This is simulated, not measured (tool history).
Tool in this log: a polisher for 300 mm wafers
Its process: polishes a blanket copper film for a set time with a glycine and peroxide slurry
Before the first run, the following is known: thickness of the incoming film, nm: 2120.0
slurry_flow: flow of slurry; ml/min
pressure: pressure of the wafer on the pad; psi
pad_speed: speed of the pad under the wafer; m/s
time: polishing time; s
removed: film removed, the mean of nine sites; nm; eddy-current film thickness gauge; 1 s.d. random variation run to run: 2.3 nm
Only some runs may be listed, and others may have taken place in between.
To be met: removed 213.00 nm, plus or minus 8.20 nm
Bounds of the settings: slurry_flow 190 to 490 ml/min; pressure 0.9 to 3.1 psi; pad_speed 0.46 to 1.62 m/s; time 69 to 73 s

run  hour  slurry_flow  pressure  pad_speed  time  removed
  1   0.0          315       2.0       1.04    69   351.44
  2   2.6          315       1.8       1.02    69   322.12
  3   3.6          315       1.8       1.02    73   337.98
  4  12.2          315       2.3       1.02    73   418.36
     20.1  -- head pressure recalibrated
  5  20.1          315       2.3       1.18    73   449.57
  6  28.7          315       2.3       1.02    73   396.20
  7  31.7          315       2.0       0.96    73   336.11
  8  38.6          315       1.8       0.94    73   305.49

Consider the 5 candidate settings below. Which is the only one whose results all fall within their allowed miss of target?
  A  45.5          330       1.6       0.68    69        ?
  B  45.5          330       1.9       0.64    69        ?
  C  45.5          320       1.3       0.90    71        ?
  D  45.5          285       1.4       0.88    69        ?
  E  45.5          250       1.9       0.78    69        ?

move  removed
   A   212.59
   B   228.78
   C   228.78
   D   227.50
   E   254.77
A: all results in spec
B: an improvement on the last run, though not all results are within tolerance
C: an improvement on the last run, though not all results are within tolerance
D: an improvement on the last run, though not all results are within tolerance
E: an improvement on the last run, though not all results are within tolerance
The right move is A.

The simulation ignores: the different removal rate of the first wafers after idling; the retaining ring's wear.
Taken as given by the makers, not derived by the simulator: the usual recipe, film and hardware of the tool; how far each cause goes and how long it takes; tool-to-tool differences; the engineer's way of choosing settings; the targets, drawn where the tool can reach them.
